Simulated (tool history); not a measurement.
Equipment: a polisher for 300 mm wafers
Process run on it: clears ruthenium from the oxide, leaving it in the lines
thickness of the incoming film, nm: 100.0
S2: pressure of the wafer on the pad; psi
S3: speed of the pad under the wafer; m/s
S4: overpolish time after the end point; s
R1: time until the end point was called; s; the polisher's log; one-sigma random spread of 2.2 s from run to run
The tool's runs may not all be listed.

{"run": 1, "day": 0.0, "flow of slurry (ml/min)": 240, "S2": 2.3, "S3": 0.88, "S4": 12, "R1": 79.954}
{"run": 2, "day": 0.046, "flow of slurry (ml/min)": 240, "S2": 2.3, "S3": 0.78, "S4": 12, "R1": 91.954}
{"run": 3, "day": 0.325, "flow of slurry (ml/min)": 240, "S2": 1.9, "S3": 0.76, "S4": 12, "R1": 110.23}
{"run": 4, "day": 0.654, "flow of slurry (ml/min)": 240, "S2": 1.6, "S3": 0.76, "S4": 12, "R1": 130.97}
{"run": 5, "day": 0.992, "flow of slurry (ml/min)": 280, "S2": 1.6, "S3": 0.76, "S4": 12, "R1": 124.31}
{"run": 6, "day": 1.2, "flow of slurry (ml/min)": 280, "S2": 1.9, "S3": 0.76, "S4": 12, "R1": 107.42}
{"run": 7, "day": 1.362, "flow of slurry (ml/min)": 280, "S2": 1.9, "S3": 0.76, "S4": 12, "R1": 109.9}

Expected results for the next run?
{"run": 8, "day": 1.462, "flow of slurry (ml/min)": 280, "S2": 1.6, "S3": 0.76, "S4": 12, "R1": "?"}

R1: 125.7 s
